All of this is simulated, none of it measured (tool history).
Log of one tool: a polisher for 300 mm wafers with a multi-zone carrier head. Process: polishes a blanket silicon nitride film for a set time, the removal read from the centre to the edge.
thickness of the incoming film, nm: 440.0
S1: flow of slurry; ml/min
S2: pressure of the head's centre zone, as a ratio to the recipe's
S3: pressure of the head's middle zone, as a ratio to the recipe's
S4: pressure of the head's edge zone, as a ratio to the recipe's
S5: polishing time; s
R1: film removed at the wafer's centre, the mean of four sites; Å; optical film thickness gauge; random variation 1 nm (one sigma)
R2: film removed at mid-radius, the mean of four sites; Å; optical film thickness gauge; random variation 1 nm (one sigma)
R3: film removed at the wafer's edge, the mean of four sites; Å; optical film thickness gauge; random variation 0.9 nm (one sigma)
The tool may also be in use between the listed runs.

run 1 hour=0 | S1=275 S2=1 S3=1 S4=1 S5=89 | R1=1348.6 R2=1364.7 R3=1402.4
run 2 hour=6.9 | S1=275 S2=1 S3=0.94 S4=1 S5=89 | R1=1339.7 R2=1308 R3=1409.7
run 3 hour=15.7 | S1=275 S2=1 S3=0.94 S4=1 S5=73 | R1=1113.4 R2=1095.7 R3=1146.5
run 4 hour=20.6 | S1=280 S2=1.01 S3=0.94 S4=0.97 S5=68 | R1=1049.9 R2=1020.4 R3=1024.3
run 5 hour=29.2 | S1=280 S2=1.01 S3=0.94 S4=0.9 S5=68 | R1=1051.6 R2=1003.4 R3=1003
run 6 hour=33 | S1=310 S2=1.01 S3=0.94 S4=0.9 S5=68 | R1=1064.8 R2=1011 R3=1013.3

Forecast run 7:
run 7 hour=34.4 | S1=305 S2=1.01 S3=0.95 S4=0.88 S5=65 | R1=? R2=? R3=?

{"run 7": {"R1": 1016, "R2": 992.66, "R3": 948.8}}
